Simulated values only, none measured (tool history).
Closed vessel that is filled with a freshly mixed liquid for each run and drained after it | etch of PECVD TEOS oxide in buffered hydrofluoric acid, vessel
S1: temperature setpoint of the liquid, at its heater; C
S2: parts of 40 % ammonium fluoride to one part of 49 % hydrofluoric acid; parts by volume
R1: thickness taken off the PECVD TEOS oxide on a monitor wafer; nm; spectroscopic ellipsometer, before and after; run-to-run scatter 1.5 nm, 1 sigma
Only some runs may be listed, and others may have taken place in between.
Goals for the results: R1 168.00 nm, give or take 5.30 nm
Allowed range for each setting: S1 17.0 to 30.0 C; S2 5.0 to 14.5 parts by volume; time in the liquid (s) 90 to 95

{"run": 1, "hour": 0.0, "S1": 22.0, "S2": 9.0, "time in the liquid (s)": 90, "R1": 104.1}
{"run": 2, "hour": 7.8, "S1": 24.5, "S2": 9.0, "time in the liquid (s)": 90, "R1": 119.33}
{"run": 3, "hour": 11.6, "S1": 26.5, "S2": 9.0, "time in the liquid (s)": 90, "R1": 132.53}
{"run": 4, "hour": 20.4, "S1": 27.5, "S2": 9.0, "time in the liquid (s)": 90, "R1": 140.04}
{"run": 5, "hour": 25.8, "S1": 27.5, "S2": 9.0, "time in the liquid (s)": 90, "R1": 139.36}
{"run": 6, "hour": 30.1, "S1": 28.5, "S2": 9.0, "time in the liquid (s)": 90, "R1": 149.25}
{"run": 7, "hour": 33.0, "S1": 29.0, "S2": 9.0, "time in the liquid (s)": 90, "R1": 150.03}
{"run": 8, "hour": 34.0, "S1": 29.5, "S2": 9.0, "time in the liquid (s)": 90, "R1": 157.3}
{"run": 9, "hour": 39.7, "S1": 30.0, "S2": 9.0, "time in the liquid (s)": 90, "R1": 160.06}

Pick the move, out of 5, that brings all results within their allowed miss; only one does.
{"run": "A", "hour": 45.4, "S1": 27.5, "S2": 9.0, "time in the liquid (s)": 95, "R1": "?"}
{"run": "B", "hour": 45.4, "S1": 30.0, "S2": 9.5, "time in the liquid (s)": 90, "R1": "?"}
{"run": "C", "hour": 45.4, "S1": 29.5, "S2": 10.0, "time in the liquid (s)": 90, "R1": "?"}
{"run": "D", "hour": 45.4, "S1": 28.5, "S2": 9.5, "time in the liquid (s)": 95, "R1": "?"}
{"run": "E", "hour": 45.4, "S1": 30.0, "S2": 9.0, "time in the liquid (s)": 95, "R1": "?"}

move=A R1=150.55
move=B R1=157.34
move=C R1=148.40
move=D R1=153.46
move=E R1=171.80
A: misses by more than the last run did
B: misses by more than the last run did
C: misses by more than the last run did
D: misses by more than the last run did
E: every result lands within tolerance
Correct choice: E, which meets every target
